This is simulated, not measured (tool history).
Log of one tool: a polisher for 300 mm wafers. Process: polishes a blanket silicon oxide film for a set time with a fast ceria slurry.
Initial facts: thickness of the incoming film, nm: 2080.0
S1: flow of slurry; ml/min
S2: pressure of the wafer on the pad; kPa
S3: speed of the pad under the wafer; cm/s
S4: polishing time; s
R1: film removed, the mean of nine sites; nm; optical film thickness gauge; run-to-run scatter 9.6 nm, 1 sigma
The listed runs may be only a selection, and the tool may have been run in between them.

| run | hour | S1 | S2 | S3 | S4 | R1 |
|---|---|---|---|---|---|---|
| 1 | 0 | 235 | 18.6 | 96 | 65 | 1100.4 |
| 2 | 2 | 235 | 18.6 | 74 | 65 | 853.25 |
| 3 | 7.3 | 235 | 22.1 | 74 | 65 | 954.51 |
| 4 | 14.8 | 270 | 22.1 | 74 | 65 | 950.99 |
| 5 | 19.8 | 270 | 21.4 | 74 | 65 | 930.19 |
| 6 | 23.9 | 270 | 20.7 | 74 | 65 | 914.32 |
| 7 | 32 | 270 | 20 | 74 | 65 | 906.5 |

Predict the results of run 8:
| 8 | 38.9 | 270 | 20 | 74 | 65 | ? |

R1: 916.87 nm
